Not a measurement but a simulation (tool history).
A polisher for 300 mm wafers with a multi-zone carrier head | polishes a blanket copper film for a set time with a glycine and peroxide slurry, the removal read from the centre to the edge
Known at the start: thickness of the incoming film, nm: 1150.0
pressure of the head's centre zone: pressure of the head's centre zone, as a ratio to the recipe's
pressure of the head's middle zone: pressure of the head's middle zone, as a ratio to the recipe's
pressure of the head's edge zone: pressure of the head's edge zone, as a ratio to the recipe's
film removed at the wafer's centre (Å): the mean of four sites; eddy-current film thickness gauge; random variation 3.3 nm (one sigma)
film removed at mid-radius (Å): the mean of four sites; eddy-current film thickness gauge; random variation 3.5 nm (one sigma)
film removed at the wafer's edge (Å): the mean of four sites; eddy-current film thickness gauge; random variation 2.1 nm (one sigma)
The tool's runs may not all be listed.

run  hour  flow of slurry (ml/min)  pressure of the head's centre zone  pressure of the head's middle zone  pressure of the head's edge zone  polishing time (s)  film removed at the wafer's centre (Å)  film removed at mid-radius (Å)  film removed at the wafer's edge (Å)
  1     0                      220                                   1                                   1                                 1                  77                                  2793.4                          2899.2                                2806.1
  2   4.2                      215                                0.99                                0.99                              0.99                  76                                  2777.4                          2740.2                                2786.5
  3    11                      215                                0.98                                   1                              0.98                  75                                  2670.3                          2810.4                                2715.1
  4  19.3                      215                                0.98                                   1                              0.98                  92                                  3343.2                            3410                                3301.5
  5  27.6                      165                                0.98                                   1                              0.98                  92                                    3195                          3218.4                                3282.1
  6  36.1                      195                                0.98                                   1                              0.98                  92                                  3284.3                          3384.4                                3304.1
     38.5  -- worn pad replaced by a new one
  7  38.5                      195                                0.97                                   1                              0.97                  89                                  3350.5                          3509.7                                3323.8
  8  42.1                      200                                0.99                                1.03                              0.99                  88                                  3240.1                          3498.7                                3369.9
  9    44                      200                                0.97                                1.01                              0.98                  87                                  3345.1                          3480.3                                3327.3
 10  52.2                      200                                0.99                                1.01                              0.98                  86                                  3326.7                          3365.7                                3337.5
 11  53.7                      195                                0.97                                   1                              0.97                  86                                  3180.1                          3327.8                                3308.3
 12  60.5                      205                                0.97                                   1                                 1                  85                                  3170.3                          3427.9                                3316.8
 13  68.7                      210                                0.97                                   1                                 1                  82                                  3092.8                            3237                                3122.1
 14  72.2                      205                                0.97                                1.01                              0.97                  81                                  3109.6                          3158.9                                3068.9
 15  78.4                      215                                0.99                                1.01                              0.98                  80                                  3050.6                          3153.2                                3056.7

Run 16 comes next. What will it give?
 16    84                      225                                0.98                                   1                              0.99                  78                                       ?                               ?                                     ?

{"run 16": {"film removed at the wafer's centre (Å)": 2979.9, "film removed at mid-radius (Å)": 3119.9, "film removed at the wafer's edge (Å)": 3034.1}}

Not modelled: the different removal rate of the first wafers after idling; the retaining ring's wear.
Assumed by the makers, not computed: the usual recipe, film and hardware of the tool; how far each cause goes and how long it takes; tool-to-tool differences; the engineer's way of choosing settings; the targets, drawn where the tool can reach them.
